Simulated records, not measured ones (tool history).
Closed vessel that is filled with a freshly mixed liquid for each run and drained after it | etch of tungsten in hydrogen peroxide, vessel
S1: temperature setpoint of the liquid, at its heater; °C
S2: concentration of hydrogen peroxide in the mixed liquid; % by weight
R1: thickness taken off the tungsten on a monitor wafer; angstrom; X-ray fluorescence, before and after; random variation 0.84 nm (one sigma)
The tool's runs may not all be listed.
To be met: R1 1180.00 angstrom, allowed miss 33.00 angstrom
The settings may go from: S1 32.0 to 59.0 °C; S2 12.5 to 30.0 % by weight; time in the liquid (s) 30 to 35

{"run": 1, "hour": 0.0, "S1": 43.0, "S2": 24.5, "time in the liquid (s)": 35, "R1": 594.71}
{"run": 2, "hour": 4.0, "S1": 45.5, "S2": 24.5, "time in the liquid (s)": 35, "R1": 695.63}
{"run": 3, "hour": 10.3, "S1": 45.5, "S2": 20.5, "time in the liquid (s)": 35, "R1": 642.57}
{"run": 4, "hour": 16.6, "S1": 48.0, "S2": 20.5, "time in the liquid (s)": 35, "R1": 742.54}
{"run": 5, "hour": 24.4, "S1": 49.5, "S2": 20.5, "time in the liquid (s)": 35, "R1": 818.43}
{"run": 6, "hour": 30.2, "S1": 53.0, "S2": 20.5, "time in the liquid (s)": 35, "R1": 1001.4}
{"run": 7, "hour": 38.6, "S1": 53.0, "S2": 20.5, "time in the liquid (s)": 35, "R1": 1007.3}
{"run": 8, "hour": 40.4, "S1": 53.5, "S2": 20.5, "time in the liquid (s)": 35, "R1": 1037.1}
{"run": 9, "hour": 42.1, "S1": 54.0, "S2": 20.5, "time in the liquid (s)": 35, "R1": 1080.5}
{"run": 10, "hour": 50.3, "S1": 54.5, "S2": 20.5, "time in the liquid (s)": 35, "R1": 1097.2}

Which of these 5 next moves meets every target?
{"run": "A", "hour": 58.5, "S1": 59.0, "S2": 13.5, "time in the liquid (s)": 35, "R1": "?"}
{"run": "B", "hour": 58.5, "S1": 56.0, "S2": 21.5, "time in the liquid (s)": 35, "R1": "?"}
{"run": "C", "hour": 58.5, "S1": 56.0, "S2": 22.0, "time in the liquid (s)": 35, "R1": "?"}
{"run": "D", "hour": 58.5, "S1": 55.0, "S2": 22.0, "time in the liquid (s)": 30, "R1": "?"}
{"run": "E", "hour": 58.5, "S1": 55.5, "S2": 22.5, "time in the liquid (s)": 35, "R1": "?"}

move=A R1=1161.00
move=B R1=1229.80
move=C R1=1244.00
move=D R1=1005.10
move=E R1=1221.50
A: meets every target
B: takes the result that was furthest off past its target
C: takes the result that was furthest off past its target
D: further off than the last run
E: takes the result that was furthest off past its target
Answer: A
